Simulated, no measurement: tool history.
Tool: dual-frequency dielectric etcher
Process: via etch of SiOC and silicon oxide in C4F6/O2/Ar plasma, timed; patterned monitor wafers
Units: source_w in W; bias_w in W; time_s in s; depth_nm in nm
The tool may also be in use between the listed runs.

run	hour	source_w	bias_w	time_s	depth_nm
1	0	470	192	120.5	148.81
2	6.3	470	192	125.5	156.48
3	14.3	490	194	125.5	158.16
4	17.8	490	170	125.5	155.06
5	25.9	430	170	125.5	144.88
6	32.4	460	173	125.5	150.86

The next listed run, before its measurement:
7	38.6	480	176	125.5	?

depth_nm: 153.63 nm

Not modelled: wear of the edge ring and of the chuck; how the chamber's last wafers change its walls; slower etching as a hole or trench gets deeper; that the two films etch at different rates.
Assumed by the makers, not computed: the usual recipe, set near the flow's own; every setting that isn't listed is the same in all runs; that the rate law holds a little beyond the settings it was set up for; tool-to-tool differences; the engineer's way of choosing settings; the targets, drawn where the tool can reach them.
